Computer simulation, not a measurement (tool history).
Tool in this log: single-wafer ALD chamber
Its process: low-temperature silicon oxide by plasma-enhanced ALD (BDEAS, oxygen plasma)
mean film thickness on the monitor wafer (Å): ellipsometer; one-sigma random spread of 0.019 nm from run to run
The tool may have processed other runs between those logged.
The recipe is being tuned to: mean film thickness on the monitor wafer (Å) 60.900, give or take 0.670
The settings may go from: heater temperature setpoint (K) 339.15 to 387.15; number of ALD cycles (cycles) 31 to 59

run  hour  heater temperature setpoint (K)  number of ALD cycles (cycles)  mean film thickness on the monitor wafer (Å)
  1   0.0                           363.15                             45                                        71.518
  2   3.9                           366.15                             44                                        68.827
  3   8.8                           368.15                             44                                        68.379
  4   9.4                           370.15                             44                                        67.804
  5  11.5                           372.15                             44                                        67.130
  6  20.0                           377.15                             44                                        66.623
  7  25.2                           378.15                             44                                        66.630
  8  26.4                           379.15                             44                                        66.260
  9  33.3                           380.15                             44                                        66.192
 10  35.8                           381.15                             44                                        66.263
 11  38.2                           381.15                             44                                        66.165
 12  39.5                           382.15                             44                                        66.320
 13  48.5                           384.15                             42                                        62.946

Which one of the following 4 next-run settings gets every result inside its allowed miss? There is exactly one.
  A  57.5                           373.15                             43                                             ?
  B  57.5                           384.15                             44                                             ?
  C  57.5                           386.15                             41                                             ?
  D  57.5                           387.15                             42                                             ?

move  mean film thickness on the monitor wafer (Å)
   A                                        65.329
   B                                        65.419
   C                                        60.717
   D                                        62.074
A: its largest miss is bigger than the last run's
B: its largest miss is bigger than the last run's
C: every result within its allowed miss
D: closer than the last run, but not yet in spec
The move that meets every target is C.
